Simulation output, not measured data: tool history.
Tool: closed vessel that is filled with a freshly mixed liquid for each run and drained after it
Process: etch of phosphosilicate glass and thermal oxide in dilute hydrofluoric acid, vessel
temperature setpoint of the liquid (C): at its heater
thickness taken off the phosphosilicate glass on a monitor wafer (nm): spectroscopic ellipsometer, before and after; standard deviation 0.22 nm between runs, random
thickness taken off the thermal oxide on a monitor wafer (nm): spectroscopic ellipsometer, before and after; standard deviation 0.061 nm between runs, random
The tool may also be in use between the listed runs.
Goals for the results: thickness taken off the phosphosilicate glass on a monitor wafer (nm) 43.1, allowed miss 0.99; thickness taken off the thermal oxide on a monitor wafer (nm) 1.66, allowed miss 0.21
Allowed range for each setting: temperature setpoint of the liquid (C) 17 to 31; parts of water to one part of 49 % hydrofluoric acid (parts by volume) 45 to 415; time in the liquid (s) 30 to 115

run  hour  temperature setpoint of the liquid (C)  parts of water to one part of 49 % hydrofluoric acid (parts by volume)  time in the liquid (s)  thickness taken off the phosphosilicate glass on a monitor wafer (nm)  thickness taken off the thermal oxide on a monitor wafer (nm)
  1     0                                      23                                                                     230                      60                                                                 29.829                                                         1.1199
  2   8.9                                      23                                                                     230                      40                                                                 19.831                                                          0.813
  3  11.2                                      23                                                                     230                      65                                                                 32.086                                                         1.2564
  4  14.1                                    19.5                                                                     230                      65                                                                 28.063                                                         1.1069
  5  18.3                                    19.5                                                                     230                      40                                                                 17.388                                                        0.65914
  6    20                                    19.5                                                                     310                      40                                                                 11.875                                                        0.46526
  7  26.2                                      23                                                                     250                      40                                                                 17.983                                                        0.71309
  8  27.7                                      27                                                                     160                      40                                                                 35.529                                                          1.378

Which of these 4 next moves meets every target?
  A  29.2                                    27.5                                                                     160                      45                                                                      ?                                                              ?
  B  29.2                                      31                                                                     150                      30                                                                      ?                                                              ?
  C  29.2                                    20.5                                                                     200                      60                                                                      ?                                                              ?
  D  29.2                                      29                                                                     130                      35                                                                      ?                                                              ?

move  thickness taken off the phosphosilicate glass on a monitor wafer (nm)  thickness taken off the thermal oxide on a monitor wafer (nm)
   A                                                                 40.738                                                         1.6691
   B                                                                 33.292                                                         1.3641
   C                                                                 31.985                                                         1.3105
   D                                                                 42.806                                                         1.7539
A: better than the last run, though not everything is in spec
B: the biggest miss grows against the last run
C: the biggest miss grows against the last run
D: meets every target
D meets every target.
